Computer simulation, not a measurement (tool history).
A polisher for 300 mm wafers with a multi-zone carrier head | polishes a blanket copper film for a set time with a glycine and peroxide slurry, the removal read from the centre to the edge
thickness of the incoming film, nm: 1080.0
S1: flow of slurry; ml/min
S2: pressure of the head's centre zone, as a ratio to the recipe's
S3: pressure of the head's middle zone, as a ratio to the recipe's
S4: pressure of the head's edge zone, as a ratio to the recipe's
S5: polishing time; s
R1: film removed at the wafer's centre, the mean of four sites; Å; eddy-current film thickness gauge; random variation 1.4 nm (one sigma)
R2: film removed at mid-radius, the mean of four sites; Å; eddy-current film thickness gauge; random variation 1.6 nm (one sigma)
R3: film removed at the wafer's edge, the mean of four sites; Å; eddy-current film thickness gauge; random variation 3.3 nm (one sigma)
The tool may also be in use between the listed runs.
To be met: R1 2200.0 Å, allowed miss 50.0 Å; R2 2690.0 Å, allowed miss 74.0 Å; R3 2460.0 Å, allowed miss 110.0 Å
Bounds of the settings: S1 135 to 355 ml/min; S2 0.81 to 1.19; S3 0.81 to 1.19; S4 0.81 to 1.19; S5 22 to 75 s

{"run": 1, "hour": 0.0, "S1": 225, "S2": 1.0, "S3": 1.0, "S4": 1.0, "S5": 48, "R1": 3532.4, "R2": 3466.1, "R3": 3522.2}
{"run": 2, "hour": 2.6, "S1": 225, "S2": 1.0, "S3": 0.93, "S4": 1.0, "S5": 48, "R1": 3512.7, "R2": 3252.9, "R3": 3429.4}
{"run": 3, "hour": 6.0, "S1": 245, "S2": 1.0, "S3": 0.93, "S4": 1.0, "S5": 48, "R1": 3559.3, "R2": 3243.2, "R3": 3471.7}
{"run": 4, "hour": 7.6, "S1": 245, "S2": 1.0, "S3": 0.93, "S4": 1.05, "S5": 48, "R1": 3527.0, "R2": 3274.5, "R3": 3623.7}
{"run": 5, "hour": 16.6, "S1": 235, "S2": 0.97, "S3": 0.94, "S4": 1.03, "S5": 46, "R1": 3264.0, "R2": 3150.7, "R3": 3372.1}
{"run": 6, "hour": 22.1, "S1": 225, "S2": 0.95, "S3": 0.95, "S4": 1.02, "S5": 45, "R1": 3110.7, "R2": 3094.3, "R3": 3264.0}
{"run": 7, "hour": 30.0, "S1": 215, "S2": 0.93, "S3": 0.96, "S4": 1.01, "S5": 44, "R1": 2956.6, "R2": 3061.7, "R3": 3238.8}
{"run": 8, "hour": 31.7, "S1": 210, "S2": 0.92, "S3": 0.97, "S4": 0.98, "S5": 43, "R1": 2840.2, "R2": 2977.1, "R3": 3066.1}
{"run": 9, "hour": 37.3, "S1": 205, "S2": 0.9, "S3": 0.98, "S4": 0.96, "S5": 42, "R1": 2737.2, "R2": 2955.3, "R3": 2879.2}
{"run": 10, "hour": 41.7, "S1": 150, "S2": 0.81, "S3": 1.01, "S4": 0.98, "S5": 36, "R1": 1963.1, "R2": 2456.1, "R3": 2472.2}
{"run": 11, "hour": 46.7, "S1": 160, "S2": 0.81, "S3": 1.01, "S4": 0.97, "S5": 36, "R1": 1994.6, "R2": 2498.1, "R3": 2510.6}
{"run": 12, "hour": 47.7, "S1": 170, "S2": 0.81, "S3": 1.01, "S4": 0.96, "S5": 36, "R1": 2031.5, "R2": 2508.2, "R3": 2482.8}
{"run": 13, "hour": 48.3, "S1": 180, "S2": 0.81, "S3": 1.01, "S4": 0.95, "S5": 36, "R1": 2061.3, "R2": 2514.6, "R3": 2462.8}
{"run": 14, "hour": 54.3, "S1": 185, "S2": 0.81, "S3": 1.02, "S4": 0.95, "S5": 36, "R1": 2052.1, "R2": 2573.2, "R3": 2491.8}

Which of these 5 next moves meets every target?
{"run": "A", "hour": 60.3, "S1": 165, "S2": 0.86, "S3": 1.07, "S4": 0.9, "S5": 37, "R1": "?", "R2": "?", "R3": "?"}
{"run": "B", "hour": 60.3, "S1": 175, "S2": 0.81, "S3": 1.05, "S4": 1.0, "S5": 37, "R1": "?", "R2": "?", "R3": "?"}
{"run": "C", "hour": 60.3, "S1": 165, "S2": 0.85, "S3": 1.05, "S4": 0.97, "S5": 34, "R1": "?", "R2": "?", "R3": "?"}
{"run": "D", "hour": 60.3, "S1": 180, "S2": 0.81, "S3": 1.01, "S4": 0.97, "S5": 35, "R1": "?", "R2": "?", "R3": "?"}
{"run": "E", "hour": 60.3, "S1": 270, "S2": 0.85, "S3": 0.91, "S4": 0.88, "S5": 35, "R1": "?", "R2": "?", "R3": "?"}

move=A R1=2200.4 R2=2717.5 R3=2472.4
move=B R1=2094.5 R2=2701.3 R3=2617.8
move=C R1=1998.0 R2=2457.2 R3=2353.4
move=D R1=1990.9 R2=2483.9 R3=2449.8
move=E R1=2217.9 R2=2401.3 R3=2440.4
A: meets every target
B: nearer than the last run, and not there yet
C: further off than the last run
D: further off than the last run
E: brings the result that was furthest off to its target, and leaves another outside
Move A is the one to make.
